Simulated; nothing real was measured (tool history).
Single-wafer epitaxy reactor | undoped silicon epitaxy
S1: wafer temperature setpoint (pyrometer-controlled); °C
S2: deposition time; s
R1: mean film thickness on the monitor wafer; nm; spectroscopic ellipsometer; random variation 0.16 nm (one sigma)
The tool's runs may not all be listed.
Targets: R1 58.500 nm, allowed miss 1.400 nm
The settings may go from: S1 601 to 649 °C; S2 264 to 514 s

Run 1, hour 0.0: S1 625 °C, S2 389 s. Result: R1 36.445 nm.
Run 2, hour 5.4: S1 617 °C, S2 389 s. Result: R1 30.357 nm.
Run 3, hour 10.2: S1 606 °C, S2 389 s. Result: R1 23.603 nm.
Run 4, hour 16.7: S1 612 °C, S2 390 s. Result: R1 27.248 nm.
Run 5, hour 17.8: S1 617 °C, S2 390 s. Result: R1 30.565 nm.
Run 6, hour 25.3: S1 621 °C, S2 391 s. Result: R1 33.466 nm.
Run 7, hour 30.2: S1 625 °C, S2 392 s. Result: R1 36.818 nm.
Run 8, hour 38.6: S1 628 °C, S2 393 s. Result: R1 39.530 nm.
Run 9, hour 44.8: S1 628 °C, S2 393 s. Result: R1 39.335 nm.
Run 10, hour 46.1: S1 640 °C, S2 397 s. Result: R1 51.914 nm.
Run 11, hour 49.2: S1 641 °C, S2 397 s. Result: R1 52.687 nm.
Run 12, hour 50.7: S1 642 °C, S2 397 s. Result: R1 53.946 nm.
Run 13, hour 59.5: S1 643 °C, S2 397 s. Result: R1 55.252 nm.

4 next moves are on the table. One of them brings every result within its allowed miss. Which?
Run A, hour 68.3: S1 644 °C, S2 378 s. Result: R1 ?.
Run B, hour 68.3: S1 642 °C, S2 433 s. Result: R1 ?.
Run C, hour 68.3: S1 638 °C, S2 438 s. Result: R1 ?.
Run D, hour 68.3: S1 638 °C, S2 419 s. Result: R1 ?.

move      R1
   A  53.782
   B  58.996
   C  54.695
   D  52.323
A: further off than the last run
B: meets every target
C: further off than the last run
D: further off than the last run
Move B is the one to make.
